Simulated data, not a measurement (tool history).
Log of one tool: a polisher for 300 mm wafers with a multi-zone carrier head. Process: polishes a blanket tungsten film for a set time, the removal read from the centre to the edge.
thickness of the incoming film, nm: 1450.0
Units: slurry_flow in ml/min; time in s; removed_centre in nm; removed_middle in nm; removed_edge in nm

Run 1, hour 0: slurry_flow 205 ml/min, centre_zone 1, middle_zone 1, edge_zone 1, slurry_solids 1, time 64 s. Result: removed_centre 261.68 nm, removed_middle 251.09 nm, removed_edge 260.67 nm.
Run 2, hour 8: slurry_flow 205 ml/min, centre_zone 1.01, middle_zone 1, edge_zone 0.97, slurry_solids 0.9, time 60 s. Result: removed_centre 238.89 nm, removed_middle 230.8 nm, removed_edge 231.66 nm.
Run 3, hour 15.5: slurry_flow 205 ml/min, centre_zone 1.06, middle_zone 1, edge_zone 0.97, slurry_solids 0.9, time 60 s. Result: removed_centre 252.77 nm, removed_middle 234.39 nm, removed_edge 232.26 nm.
Run 4, hour 22.9: slurry_flow 205 ml/min, centre_zone 1.06, middle_zone 1, edge_zone 0.97, slurry_solids 0.9, time 71 s. Result: removed_centre 297.59 nm, removed_middle 269.86 nm, removed_edge 275.84 nm.
Run 5, hour 27.5: slurry_flow 205 ml/min, centre_zone 1.06, middle_zone 0.99, edge_zone 0.95, slurry_solids 0.8, time 66 s. Result: removed_centre 267.53 nm, removed_middle 247.12 nm, removed_edge 244.5 nm.
Run 6, hour 29.8: slurry_flow 205 ml/min, centre_zone 1.11, middle_zone 0.99, edge_zone 0.95, slurry_solids 0.8, time 66 s. Result: removed_centre 283.12 nm, removed_middle 251.47 nm, removed_edge 247.16 nm.
Run 7, hour 32.3: slurry_flow 205 ml/min, centre_zone 1.1, middle_zone 0.97, edge_zone 0.93, slurry_solids 0.75, time 62 s. Result: removed_centre 258.85 nm, removed_middle 231.04 nm, removed_edge 227.14 nm.
Run 8, hour 39.9: slurry_flow 205 ml/min, centre_zone 1.09, middle_zone 0.96, edge_zone 0.92, slurry_solids 0.7, time 59 s. Result: removed_centre 239.12 nm, removed_middle 210.46 nm, removed_edge 211.05 nm.
Run 9, hour 46.5: slurry_flow 205 ml/min, centre_zone 1.08, middle_zone 0.96, edge_zone 0.9, slurry_solids 0.65, time 57 s. Result: removed_centre 228.55 nm, removed_middle 200.71 nm, removed_edge 193.41 nm.
Run 10, hour 49.7: slurry_flow 205 ml/min, centre_zone 1.08, middle_zone 0.96, edge_zone 0.9, slurry_solids 0.65, time 57 s. Result: removed_centre 229.07 nm, removed_middle 202.7 nm, removed_edge 196.96 nm.
Run 11, hour 54.2: slurry_flow 200 ml/min, centre_zone 1.06, middle_zone 0.95, edge_zone 0.88, slurry_solids 0.6, time 56 s. Result: removed_centre 213.27 nm, removed_middle 191.67 nm, removed_edge 188.26 nm.
Run 12, hour 55.3: slurry_flow 200 ml/min, centre_zone 1.05, middle_zone 0.95, edge_zone 0.87, slurry_solids 0.6, time 55 s. Result: removed_centre 208.29 nm, removed_middle 182.15 nm, removed_edge 183.69 nm.
Run 13, hour 62.2: slurry_flow 195 ml/min, centre_zone 1.04, middle_zone 0.96, edge_zone 0.86, slurry_solids 0.6, time 55 s. Result: removed_centre 202.82 nm, removed_middle 186.34 nm, removed_edge 178.94 nm.

Run 14 comes next. What will it give?
Run 14, hour 64.9: slurry_flow 185 ml/min, centre_zone 1.04, middle_zone 0.96, edge_zone 0.85, slurry_solids 0.6, time 55 s. Result: removed_centre ?, removed_middle ?, removed_edge ?.

Run 14 gave removed_centre 202.75 nm, removed_middle 185.11 nm, removed_edge 180.84 nm.

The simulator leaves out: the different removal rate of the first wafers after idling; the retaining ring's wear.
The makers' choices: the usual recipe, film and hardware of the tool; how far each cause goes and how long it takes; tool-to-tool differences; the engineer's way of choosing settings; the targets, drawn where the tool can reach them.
